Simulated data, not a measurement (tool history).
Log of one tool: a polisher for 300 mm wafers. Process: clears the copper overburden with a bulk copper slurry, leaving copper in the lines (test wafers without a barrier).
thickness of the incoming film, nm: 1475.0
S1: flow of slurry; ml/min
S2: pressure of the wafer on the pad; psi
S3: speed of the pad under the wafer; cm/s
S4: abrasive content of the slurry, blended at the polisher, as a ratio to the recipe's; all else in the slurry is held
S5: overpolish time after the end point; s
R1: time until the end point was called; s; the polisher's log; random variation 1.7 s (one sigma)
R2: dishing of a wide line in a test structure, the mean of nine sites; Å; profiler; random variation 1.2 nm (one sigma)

| run | hour | S1 | S2 | S3 | S4 | S5 | R1 | R2 |
|---|---|---|---|---|---|---|---|---|
| 1 | 0 | 305 | 2.6 | 130 | 1 | 23 | 131.76 | 930.08 |
| 2 | 4 | 305 | 2.9 | 130 | 1 | 23 | 120.49 | 987.83 |
| 3 | 11.2 | 305 | 2.6 | 128 | 1 | 28 | 132.22 | 1011.3 |
| 4 | 14.7 | 305 | 2.6 | 104 | 1 | 28 | 165.58 | 943.89 |
| 5 | 22.2 | 305 | 2.2 | 104 | 1 | 28 | 192.52 | 854.58 |
| 6 | 29.5 | 305 | 2.2 | 104 | 1.1 | 28 | 190.75 | 881.11 |
| 7 | 36.1 | 310 | 2.2 | 104 | 1.15 | 30 | 187.09 | 879.48 |

The next listed run, before its measurement:
| 8 | 37.5 | 305 | 2.2 | 104 | 1.1 | 32 | ? | ? |

Run 8 gave R1 189.16 s, R2 917.7 Å.
